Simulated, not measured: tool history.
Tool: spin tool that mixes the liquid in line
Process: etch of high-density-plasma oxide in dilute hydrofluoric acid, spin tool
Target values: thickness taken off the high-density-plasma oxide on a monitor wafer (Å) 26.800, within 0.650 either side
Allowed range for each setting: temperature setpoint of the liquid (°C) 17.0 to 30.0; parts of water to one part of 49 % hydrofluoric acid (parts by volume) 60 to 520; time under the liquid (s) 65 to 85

run,hour,temperature setpoint of the liquid (°C),parts of water to one part of 49 % hydrofluoric acid (parts by volume),time under the liquid (s),thickness taken off the high-density-plasma oxide on a monitor wafer (Å)
1,0.0,22.0,290,85,18.144
2,2.0,23.5,290,85,19.179
3,9.6,20.0,290,85,16.757
4,13.8,20.0,250,85,20.363
5,14.3,20.0,250,85,20.424
6,14.8,22.0,250,85,21.949
7,20.4,23.0,250,85,22.589
8,21.5,24.0,250,85,23.632
9,25.9,24.5,250,85,24.139
10,31.4,25.0,250,85,24.476
11,37.1,25.5,250,85,24.683
12,44.8,25.5,250,85,25.019
13,49.6,26.0,250,85,25.074
14,55.7,26.0,250,85,25.196
15,63.3,26.5,250,85,25.686

Consider the 4 candidate settings below. Which is the only one whose results all fall within their allowed miss of target?
A,70.9,26.5,260,85,?
B,70.9,26.0,255,85,?
C,70.9,27.0,265,85,?
D,70.9,22.5,215,85,?

move,thickness taken off the high-density-plasma oxide on a monitor wafer (Å)
A,24.522
B,24.704
C,24.346
D,26.927
A: moves away from the targets compared with the last run
B: moves away from the targets compared with the last run
C: moves away from the targets compared with the last run
D: each result inside its tolerance
Move D is the one to make.
